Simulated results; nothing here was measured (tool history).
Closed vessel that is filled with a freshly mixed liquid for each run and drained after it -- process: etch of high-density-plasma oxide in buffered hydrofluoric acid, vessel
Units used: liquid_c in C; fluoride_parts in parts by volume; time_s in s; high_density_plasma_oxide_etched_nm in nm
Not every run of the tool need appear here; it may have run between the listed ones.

run  hour  liquid_c  fluoride_parts  time_s  high_density_plasma_oxide_etched_nm
  1   0.0      21.0              17      95                               85.430
  2   3.3      21.0              21      95                               69.857
  3   4.7      22.5              21      95                               74.076
  4   6.0      25.0              21      95                               85.053
  5  11.4      23.0              21      95                               77.073
  6  18.8      23.5              21      95                               78.819

What will run 7 give?
  7  25.3      24.0              21      95                                    ?

{"run 7": {"high_density_plasma_oxide_etched_nm": 80.826}}
